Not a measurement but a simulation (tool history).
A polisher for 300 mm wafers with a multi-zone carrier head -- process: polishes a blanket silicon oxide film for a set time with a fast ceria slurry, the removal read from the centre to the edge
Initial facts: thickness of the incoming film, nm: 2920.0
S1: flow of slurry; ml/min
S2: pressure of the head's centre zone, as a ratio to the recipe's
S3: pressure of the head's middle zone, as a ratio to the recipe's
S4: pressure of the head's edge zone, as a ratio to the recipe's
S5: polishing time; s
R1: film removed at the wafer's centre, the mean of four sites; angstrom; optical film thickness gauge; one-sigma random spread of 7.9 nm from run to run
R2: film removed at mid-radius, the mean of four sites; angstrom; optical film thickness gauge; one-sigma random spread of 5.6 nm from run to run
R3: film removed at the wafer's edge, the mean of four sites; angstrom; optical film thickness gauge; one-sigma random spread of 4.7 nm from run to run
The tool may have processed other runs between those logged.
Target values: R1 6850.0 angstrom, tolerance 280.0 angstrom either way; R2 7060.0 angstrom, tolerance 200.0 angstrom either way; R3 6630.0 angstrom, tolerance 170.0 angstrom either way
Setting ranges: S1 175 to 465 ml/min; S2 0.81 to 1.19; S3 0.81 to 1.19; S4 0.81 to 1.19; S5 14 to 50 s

run 1 hour=0.0 | S1=295 S2=1.00 S3=1.00 S4=1.00 S5=32 | R1=7277.0 R2=7379.8 R3=7257.5
run 2 hour=8.7 | S1=295 S2=1.05 S3=1.00 S4=1.00 S5=32 | R1=7679.4 R2=7404.3 R3=7295.0
run 3 hour=10.2 | S1=295 S2=1.05 S3=0.91 S4=1.00 S5=32 | R1=7664.0 R2=6878.2 R3=7264.0
run 4 hour=17.3 | S1=285 S2=1.03 S3=0.93 S4=0.97 S5=32 | R1=7421.9 R2=6974.8 R3=7172.3
run 5 hour=25.2 | S1=285 S2=1.09 S3=0.93 S4=0.97 S5=32 | R1=8056.9 R2=6982.1 R3=7113.4
run 6 hour=34.0 | S1=285 S2=1.09 S3=0.93 S4=0.97 S5=27 | R1=6756.4 R2=5836.1 R3=6080.2
run 7 hour=39.8 | S1=285 S2=1.09 S3=0.93 S4=0.97 S5=27 | R1=6733.1 R2=5949.2 R3=6129.4
run 8 hour=40.7 | S1=300 S2=1.08 S3=0.97 S4=0.99 S5=27 | R1=6648.3 R2=6143.8 R3=6178.7
run 9 hour=46.7 | S1=310 S2=1.08 S3=1.00 S4=1.01 S5=27 | R1=6795.8 R2=6347.7 R3=6249.7
run 10 hour=55.5 | S1=310 S2=1.08 S3=1.00 S4=1.01 S5=27 | R1=6742.0 R2=6344.8 R3=6277.5
run 11 hour=56.7 | S1=325 S2=1.08 S3=1.02 S4=1.02 S5=27 | R1=6710.6 R2=6414.3 R3=6260.3

Consider the 5 candidate settings below. Which is the only one whose results all fall within their allowed miss of target?
run A hour=57.9 | S1=325 S2=1.14 S3=1.03 S4=1.02 S5=25 | R1=? R2=? R3=?
run B hour=57.9 | S1=390 S2=0.93 S3=1.04 S4=0.98 S5=29 | R1=? R2=? R3=?
run C hour=57.9 | S1=355 S2=0.86 S3=1.06 S4=1.02 S5=30 | R1=? R2=? R3=?
run D hour=57.9 | S1=435 S2=1.06 S3=1.09 S4=1.09 S5=27 | R1=? R2=? R3=?
run E hour=57.9 | S1=245 S2=0.94 S3=1.13 S4=1.09 S5=30 | R1=? R2=? R3=?

move=A R1=6537.3 R2=5981.4 R3=5849.2
move=B R1=6281.4 R2=7110.5 R3=6732.4
move=C R1=5956.5 R2=7421.7 R3=7057.8
move=D R1=6732.3 R2=6937.1 R3=6639.8
move=E R1=6253.7 R2=7543.3 R3=7082.0
A: lands further from the targets than the last run did
B: the furthest-off result lands on target, but another misses its tolerance
C: moves the result that the last run missed by most past its target, out the other side
D: all results land within tolerance of their targets
E: moves the result that the last run missed by most past its target, out the other side
D is the move that brings every result within its allowed miss.
